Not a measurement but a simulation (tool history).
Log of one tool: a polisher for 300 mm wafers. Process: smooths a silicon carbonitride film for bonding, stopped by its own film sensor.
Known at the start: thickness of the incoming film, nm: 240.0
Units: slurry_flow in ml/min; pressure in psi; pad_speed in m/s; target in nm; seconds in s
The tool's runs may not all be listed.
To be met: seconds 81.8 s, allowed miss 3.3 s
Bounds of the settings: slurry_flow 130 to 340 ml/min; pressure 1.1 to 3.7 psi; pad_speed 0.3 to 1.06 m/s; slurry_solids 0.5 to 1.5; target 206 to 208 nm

run  hour  slurry_flow  pressure  pad_speed  slurry_solids  target  seconds
  1     0          220       2.4       0.68              1     208   134.55
  2   1.1          220       2.9       0.68              1     208   109.11
  3   5.1          220       2.6       0.68              1     208   121.29
  4     6          220       2.6       0.68            1.2     208   112.92
  5  11.8          220       2.7       0.68            1.2     208   108.71
  6  20.5          220       2.5       0.68            1.2     208   116.34
  7  23.3          220       2.6       0.68            1.2     208   111.32
  8  30.5          220       2.7       0.68            1.2     208   108.04
  9  35.2          220       2.8       0.68            1.2     208   103.48
 10  36.5          220       2.9       0.68            1.2     208   100.35
 11  40.7          220         3       0.68            1.2     208    95.72
 12  45.9          220       3.2       0.68            1.2     208   91.209

5 next moves are on the table. One of them brings every result within its allowed miss. Which?
  A  51.1          290       3.2       0.52           1.25     207        ?
  B  51.1          270       3.1        0.6           1.35     207        ?
  C  51.1          165       2.7       0.78            1.4     206        ?
  D  51.1          225       3.7        0.6           1.45     208        ?
  E  51.1          240       3.3       0.56            1.4     208        ?

move  seconds
   A   113.33
   B   101.62
   C   100.97
   D   82.097
   E   97.675
A: further off than the last run
B: further off than the last run
C: further off than the last run
D: meets every target
E: further off than the last run
Move D is the one to make.
